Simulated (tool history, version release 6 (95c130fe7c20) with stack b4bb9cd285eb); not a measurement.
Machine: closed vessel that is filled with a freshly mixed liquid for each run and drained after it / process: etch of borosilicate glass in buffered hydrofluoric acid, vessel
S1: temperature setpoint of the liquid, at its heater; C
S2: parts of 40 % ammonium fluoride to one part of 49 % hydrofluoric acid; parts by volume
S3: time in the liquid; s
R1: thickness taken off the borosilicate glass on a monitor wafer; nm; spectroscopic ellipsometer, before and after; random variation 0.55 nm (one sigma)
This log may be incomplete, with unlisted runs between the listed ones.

run	day	S1	S2	S3	R1
1	0.000	21.0	10.5	105	111.140
2	0.296	18.5	10.5	105	96.838
3	0.379	18.5	8.0	105	127.230
4	0.679	18.5	8.0	110	133.290
5	0.979	18.5	6.0	110	172.570
# day 1.146: hydrofluoric acid flow meter replaced
6	1.146	18.5	7.5	110	130.880
7	1.308	18.5	8.0	110	121.360

What does the tool deliver on the next run?
8	1.625	18.5	8.5	110	?

R1: 114.330 nm
